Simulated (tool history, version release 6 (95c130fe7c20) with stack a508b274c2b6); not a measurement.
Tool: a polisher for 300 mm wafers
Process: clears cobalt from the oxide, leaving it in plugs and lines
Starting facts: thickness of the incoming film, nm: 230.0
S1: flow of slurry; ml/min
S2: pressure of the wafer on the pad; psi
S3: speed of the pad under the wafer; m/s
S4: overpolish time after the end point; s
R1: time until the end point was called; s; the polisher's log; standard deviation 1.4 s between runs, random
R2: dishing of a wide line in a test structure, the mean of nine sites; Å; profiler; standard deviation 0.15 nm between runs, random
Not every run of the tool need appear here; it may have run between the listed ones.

run	day	S1	S2	S3	S4	R1	R2
1	0	240	1.8	0.96	11	56.522	299.73
2	0.292	235	1.6	0.88	8	66.044	201.3
3	0.442	205	1.3	0.92	6	82.634	138.26
4	0.538	205	1.3	1.12	6	66.287	160.36
5	0.767	205	1	1.12	6	86.074	127.66
6	0.888	205	1	0.96	6	103.03	117.09
7	1.154	185	0.9	1.08	5	99.316	98.959

Run 8 is up next; what results do you expect?
8	1.358	170	0.9	1.2	4	?	?

R1: 93.092 s
R2: 88.11 Å

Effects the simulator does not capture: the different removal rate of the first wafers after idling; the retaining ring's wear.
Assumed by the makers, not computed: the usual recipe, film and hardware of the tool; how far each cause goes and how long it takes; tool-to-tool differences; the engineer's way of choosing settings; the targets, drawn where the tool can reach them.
